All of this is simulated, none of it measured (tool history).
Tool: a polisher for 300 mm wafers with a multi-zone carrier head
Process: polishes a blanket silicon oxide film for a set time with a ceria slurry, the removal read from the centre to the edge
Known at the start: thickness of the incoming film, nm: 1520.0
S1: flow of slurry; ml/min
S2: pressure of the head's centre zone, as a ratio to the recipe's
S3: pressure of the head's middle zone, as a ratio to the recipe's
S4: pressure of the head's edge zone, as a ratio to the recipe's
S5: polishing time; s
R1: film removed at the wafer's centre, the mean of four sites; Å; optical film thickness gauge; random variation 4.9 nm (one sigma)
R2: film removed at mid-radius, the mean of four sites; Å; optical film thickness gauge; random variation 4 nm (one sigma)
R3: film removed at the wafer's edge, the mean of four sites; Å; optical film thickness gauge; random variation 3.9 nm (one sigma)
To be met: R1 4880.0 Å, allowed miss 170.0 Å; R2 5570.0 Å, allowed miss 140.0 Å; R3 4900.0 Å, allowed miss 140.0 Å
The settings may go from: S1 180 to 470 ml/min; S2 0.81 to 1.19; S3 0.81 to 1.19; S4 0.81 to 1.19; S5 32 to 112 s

run 1 hour=0.0 | S1=300 S2=1.00 S3=1.00 S4=1.00 S5=72 | R1=4943.3 R2=4915.8 R3=4737.0
run 2 hour=2.5 | S1=300 S2=1.00 S3=1.08 S4=1.00 S5=72 | R1=4866.6 R2=5196.6 R3=4714.8
run 3 hour=10.9 | S1=250 S2=1.00 S3=1.08 S4=1.00 S5=72 | R1=4667.0 R2=5082.3 R3=4686.6
run 4 hour=13.8 | S1=265 S2=1.00 S3=1.09 S4=1.01 S5=72 | R1=4832.8 R2=5241.1 R3=4706.6
run 5 hour=21.6 | S1=270 S2=0.99 S3=1.10 S4=1.02 S5=72 | R1=4763.9 R2=5242.5 R3=4739.8
run 6 hour=25.6 | S1=270 S2=0.99 S3=1.10 S4=1.02 S5=54 | R1=3648.5 R2=3929.5 R3=3572.3
run 7 hour=28.9 | S1=275 S2=0.99 S3=1.12 S4=1.04 S5=58 | R1=3827.3 R2=4345.4 R3=3882.2
run 8 hour=34.1 | S1=360 S2=1.09 S3=1.19 S4=1.14 S5=66 | R1=4967.5 R2=5328.1 R3=4771.2
run 9 hour=41.6 | S1=365 S2=1.08 S3=1.19 S4=1.14 S5=67 | R1=5036.7 R2=5420.2 R3=4775.4

Which of these 5 next moves meets every target?
run A hour=49.1 | S1=375 S2=1.03 S3=1.19 S4=1.14 S5=69 | R1=? R2=? R3=?
run B hour=49.1 | S1=320 S2=1.08 S3=1.18 S4=1.15 S5=67 | R1=? R2=? R3=?
run C hour=49.1 | S1=430 S2=1.08 S3=1.17 S4=1.09 S5=66 | R1=? R2=? R3=?
run D hour=49.1 | S1=375 S2=1.03 S3=1.18 S4=1.00 S5=68 | R1=? R2=? R3=?
run E hour=49.1 | S1=295 S2=1.01 S3=1.18 S4=1.19 S5=68 | R1=? R2=? R3=?

move=A R1=4988.3 R2=5500.4 R3=4910.5
move=B R1=5000.7 R2=5225.5 R3=4738.2
move=C R1=5061.8 R2=5237.9 R3=4629.3
move=D R1=4915.7 R2=5382.4 R3=4533.9
move=E R1=4700.1 R2=5260.8 R3=4864.1
A: meets every target
B: further off than the last run
C: further off than the last run
D: further off than the last run
E: further off than the last run
The right move is A.
